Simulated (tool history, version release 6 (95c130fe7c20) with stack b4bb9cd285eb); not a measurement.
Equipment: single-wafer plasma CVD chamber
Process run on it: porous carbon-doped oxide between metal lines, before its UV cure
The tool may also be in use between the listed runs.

run	hour	heater temperature setpoint (K)	RF power (kW)	deposition time (s)	mean film thickness on the monitor wafer (angstrom)
1	0	553.15	0.605	19.5	1363.6
2	2.5	553.15	0.535	19.5	1245.1
3	8.6	548.15	0.55	19.5	1307.5
4	11.3	557.15	0.55	19.5	1236.7
5	17.2	557.15	0.55	19.5	1231.7
6	21.3	557.15	0.475	19.5	1086.1
7	28	551.15	0.5	19.5	1183.8
8	32.3	546.15	0.52	19.5	1274.8
9	35	542.15	0.53	19.5	1338.2
10	41	542.15	0.53	19.5	1335.4
11	42.4	539.15	0.54	19.5	1375.9

The next listed run, before its measurement:
12	51.1	537.15	0.55	19.5	?

{"run 12": {"mean film thickness on the monitor wafer (angstrom)": 1432.2}}
